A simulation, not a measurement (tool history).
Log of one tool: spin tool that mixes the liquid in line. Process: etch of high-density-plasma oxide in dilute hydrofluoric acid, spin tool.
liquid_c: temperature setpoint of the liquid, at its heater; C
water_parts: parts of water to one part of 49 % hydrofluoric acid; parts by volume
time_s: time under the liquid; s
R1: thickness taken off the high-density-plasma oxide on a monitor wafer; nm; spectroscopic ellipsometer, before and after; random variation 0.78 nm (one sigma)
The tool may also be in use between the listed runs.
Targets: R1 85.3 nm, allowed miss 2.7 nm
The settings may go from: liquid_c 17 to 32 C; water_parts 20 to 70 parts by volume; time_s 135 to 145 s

Run 1, hour 0: liquid_c 24 C, water_parts 40 parts by volume, time_s 135 s. Result: R1 36.149 nm.
Run 2, hour 1.3: liquid_c 27 C, water_parts 40 parts by volume, time_s 135 s. Result: R1 41.526 nm.
Run 3, hour 4.7: liquid_c 27 C, water_parts 35 parts by volume, time_s 135 s. Result: R1 47.208 nm.
Run 4, hour 9.2: liquid_c 27.5 C, water_parts 35 parts by volume, time_s 135 s. Result: R1 47.937 nm.
Run 5, hour 15: liquid_c 28 C, water_parts 35 parts by volume, time_s 135 s. Result: R1 49.519 nm.
Run 6, hour 16: liquid_c 28 C, water_parts 35 parts by volume, time_s 145 s. Result: R1 52.826 nm.
Run 7, hour 17.3: liquid_c 28.5 C, water_parts 35 parts by volume, time_s 145 s. Result: R1 54.366 nm.
Run 8, hour 21.8: liquid_c 29 C, water_parts 35 parts by volume, time_s 145 s. Result: R1 55.603 nm.
Run 9, hour 26.1: liquid_c 29.5 C, water_parts 35 parts by volume, time_s 145 s. Result: R1 56 nm.
Run 10, hour 27.5: liquid_c 30 C, water_parts 35 parts by volume, time_s 145 s. Result: R1 58.497 nm.

4 next moves are on the table. One of them brings every result within its allowed miss. Which?
Run A, hour 28.9: liquid_c 30 C, water_parts 45 parts by volume, time_s 135 s. Result: R1 ?.
Run B, hour 28.9: liquid_c 28 C, water_parts 45 parts by volume, time_s 135 s. Result: R1 ?.
Run C, hour 28.9: liquid_c 30.5 C, water_parts 20 parts by volume, time_s 145 s. Result: R1 ?.
Run D, hour 28.9: liquid_c 31 C, water_parts 25 parts by volume, time_s 145 s. Result: R1 ?.

move      R1
   A  41.567
   B  38.391
   C  106.64
   D  86.321
A: further off than the last run
B: further off than the last run
C: takes the result that was furthest off past its target
D: meets every target
The right move is D.
